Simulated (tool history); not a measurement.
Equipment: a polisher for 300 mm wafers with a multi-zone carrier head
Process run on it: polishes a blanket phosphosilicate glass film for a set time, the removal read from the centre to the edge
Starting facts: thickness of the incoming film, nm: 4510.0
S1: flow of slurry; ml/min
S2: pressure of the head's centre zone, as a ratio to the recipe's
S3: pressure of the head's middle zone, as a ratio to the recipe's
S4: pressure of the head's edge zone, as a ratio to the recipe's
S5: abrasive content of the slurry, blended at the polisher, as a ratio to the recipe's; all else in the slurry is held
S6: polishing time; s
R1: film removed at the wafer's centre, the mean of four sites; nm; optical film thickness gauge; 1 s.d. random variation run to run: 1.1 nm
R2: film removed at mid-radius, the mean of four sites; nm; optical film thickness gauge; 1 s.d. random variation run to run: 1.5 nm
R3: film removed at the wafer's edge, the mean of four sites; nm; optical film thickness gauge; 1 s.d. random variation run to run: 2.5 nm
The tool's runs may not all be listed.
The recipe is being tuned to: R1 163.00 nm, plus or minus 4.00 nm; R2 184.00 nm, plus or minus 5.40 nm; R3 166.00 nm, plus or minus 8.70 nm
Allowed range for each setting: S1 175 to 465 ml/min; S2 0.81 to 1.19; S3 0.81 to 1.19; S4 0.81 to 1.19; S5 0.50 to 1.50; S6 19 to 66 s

{"run": 1, "hour": 0.0, "S1": 295, "S2": 1.0, "S3": 1.0, "S4": 1.0, "S5": 1.0, "S6": 42, "R1": 489.07, "R2": 500.72, "R3": 495.52}
{"run": 2, "hour": 4.7, "S1": 295, "S2": 1.08, "S3": 1.0, "S4": 1.0, "S5": 1.0, "S6": 42, "R1": 522.21, "R2": 499.75, "R3": 482.96}
{"run": 3, "hour": 6.2, "S1": 275, "S2": 1.04, "S3": 0.97, "S4": 0.97, "S5": 0.9, "S6": 38, "R1": 419.82, "R2": 410.29, "R3": 402.88}
{"run": 4, "hour": 12.1, "S1": 260, "S2": 1.02, "S3": 0.96, "S4": 0.94, "S5": 0.85, "S6": 35, "R1": 358.1, "R2": 358.31, "R3": 344.48}
{"run": 5, "hour": 15.2, "S1": 310, "S2": 1.02, "S3": 0.96, "S4": 0.94, "S5": 0.85, "S6": 35, "R1": 365.84, "R2": 366.68, "R3": 359.06}
{"run": 6, "hour": 24.1, "S1": 295, "S2": 1.0, "S3": 0.96, "S4": 0.92, "S5": 0.8, "S6": 32, "R1": 310.79, "R2": 310.04, "R3": 309.52}
{"run": 7, "hour": 32.7, "S1": 280, "S2": 0.99, "S3": 0.98, "S4": 0.9, "S5": 0.75, "S6": 30, "R1": 274.25, "R2": 278.53, "R3": 262.54}
{"hour": 38.4, "done": "worn pad replaced by a new one"}
{"run": 8, "hour": 38.4, "S1": 195, "S2": 0.89, "S3": 0.91, "S4": 0.81, "S5": 0.5, "S6": 25, "R1": 121.28, "R2": 132.38, "R3": 127.78}
{"run": 9, "hour": 46.2, "S1": 280, "S2": 0.89, "S3": 0.98, "S4": 0.81, "S5": 0.5, "S6": 24, "R1": 126.04, "R2": 143.91, "R3": 130.84}
{"run": 10, "hour": 53.4, "S1": 300, "S2": 0.9, "S3": 0.99, "S4": 0.83, "S5": 0.5, "S6": 24, "R1": 126.18, "R2": 144.49, "R3": 130.66}
{"run": 11, "hour": 55.0, "S1": 300, "S2": 0.91, "S3": 1.0, "S4": 0.86, "S5": 0.5, "S6": 24, "R1": 129.07, "R2": 145.9, "R3": 132.74}
{"run": 12, "hour": 56.8, "S1": 310, "S2": 0.92, "S3": 1.02, "S4": 0.89, "S5": 0.5, "S6": 24, "R1": 131.1, "R2": 145.89, "R3": 137.81}
{"run": 13, "hour": 59.9, "S1": 310, "S2": 0.92, "S3": 1.02, "S4": 0.89, "S5": 0.5, "S6": 24, "R1": 128.27, "R2": 145.52, "R3": 132.92}
{"run": 14, "hour": 65.4, "S1": 320, "S2": 0.93, "S3": 1.03, "S4": 0.9, "S5": 0.5, "S6": 24, "R1": 131.66, "R2": 148.34, "R3": 138.99}

Exercise: of the 5 proposed moves below, exactly one satisfies all targets within the stated allowed misses. Which move is it?
{"run": "A", "hour": 70.9, "S1": 315, "S2": 0.99, "S3": 1.17, "S4": 0.81, "S5": 0.5, "S6": 28, "R1": "?", "R2": "?", "R3": "?"}
{"run": "B", "hour": 70.9, "S1": 295, "S2": 0.95, "S3": 0.89, "S4": 1.19, "S5": 0.6, "S6": 21, "R1": "?", "R2": "?", "R3": "?"}
{"run": "C", "hour": 70.9, "S1": 300, "S2": 0.94, "S3": 1.05, "S4": 0.91, "S5": 0.55, "S6": 25, "R1": "?", "R2": "?", "R3": "?"}
{"run": "D", "hour": 70.9, "S1": 360, "S2": 0.94, "S3": 0.96, "S4": 0.89, "S5": 0.65, "S6": 21, "R1": "?", "R2": "?", "R3": "?"}
{"run": "E", "hour": 70.9, "S1": 285, "S2": 1.14, "S3": 1.19, "S4": 0.81, "S5": 0.6, "S6": 21, "R1": "?", "R2": "?", "R3": "?"}

move=A R1=161.88 R2=187.82 R3=150.86
move=B R1=156.96 R2=155.86 R3=179.27
move=C R1=162.68 R2=183.28 R3=166.99
move=D R1=176.18 R2=185.93 R3=178.55
move=E R1=186.08 R2=191.35 R3=152.21
A: corrects the largest miss of the last run, while another result sits out of spec
B: nearer than the last run, and not there yet
C: hits every target within its allowed miss
D: moves the result that the last run missed by most past its target, out the other side
E: moves the result that the last run missed by most past its target, out the other side
Correct choice: C, which meets every target
